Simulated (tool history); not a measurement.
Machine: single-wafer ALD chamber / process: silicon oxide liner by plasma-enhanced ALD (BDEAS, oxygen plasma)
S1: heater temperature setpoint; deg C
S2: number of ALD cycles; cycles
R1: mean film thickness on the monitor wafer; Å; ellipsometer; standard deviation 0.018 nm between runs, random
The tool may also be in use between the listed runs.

Run 1, day 0: S1 310 deg C, S2 54 cycles. Result: R1 46.108 Å.
Run 2, day 0.217: S1 310 deg C, S2 56 cycles. Result: R1 47.644 Å.
Run 3, day 0.454: S1 310 deg C, S2 50 cycles. Result: R1 42.273 Å.
Run 4, day 0.488: S1 310 deg C, S2 45 cycles. Result: R1 38.394 Å.
Run 5, day 0.704: S1 320 deg C, S2 45 cycles. Result: R1 37.555 Å.
Run 6, day 0.742: S1 320 deg C, S2 48 cycles. Result: R1 40.147 Å.
Run 7, day 0.779: S1 319 deg C, S2 52 cycles. Result: R1 43.627 Å.
Run 8, day 0.838: S1 319 deg C, S2 55 cycles. Result: R1 45.893 Å.

Predict the results of run 9:
Run 9, day 0.988: S1 318 deg C, S2 57 cycles. Result: R1 ?.

Run 9 gave R1 47.763 Å.

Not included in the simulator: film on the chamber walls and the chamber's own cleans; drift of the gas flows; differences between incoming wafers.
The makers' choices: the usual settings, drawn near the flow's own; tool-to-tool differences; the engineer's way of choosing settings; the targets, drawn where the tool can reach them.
